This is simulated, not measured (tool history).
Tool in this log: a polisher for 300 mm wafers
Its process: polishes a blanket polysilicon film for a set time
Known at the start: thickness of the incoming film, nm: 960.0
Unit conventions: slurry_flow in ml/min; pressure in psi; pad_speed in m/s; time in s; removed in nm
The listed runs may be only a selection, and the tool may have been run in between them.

{"run": 1, "hour": 0.0, "slurry_flow": 315, "pressure": 2.0, "pad_speed": 0.88, "time": 45, "removed": 230.3}
{"run": 2, "hour": 2.2, "slurry_flow": 315, "pressure": 1.9, "pad_speed": 0.88, "time": 45, "removed": 219.28}
{"run": 3, "hour": 7.1, "slurry_flow": 315, "pressure": 1.7, "pad_speed": 0.88, "time": 45, "removed": 198.54}
{"run": 4, "hour": 14.9, "slurry_flow": 260, "pressure": 1.7, "pad_speed": 0.88, "time": 45, "removed": 190.96}
{"run": 5, "hour": 23.9, "slurry_flow": 260, "pressure": 2.1, "pad_speed": 0.88, "time": 45, "removed": 235.22}
{"run": 6, "hour": 29.9, "slurry_flow": 255, "pressure": 2.0, "pad_speed": 0.88, "time": 45, "removed": 227.59}

Predict the results of run 7:
{"run": 7, "hour": 35.8, "slurry_flow": 255, "pressure": 1.9, "pad_speed": 0.88, "time": 45, "removed": "?"}

{"run 7": {"removed": 214.86}}
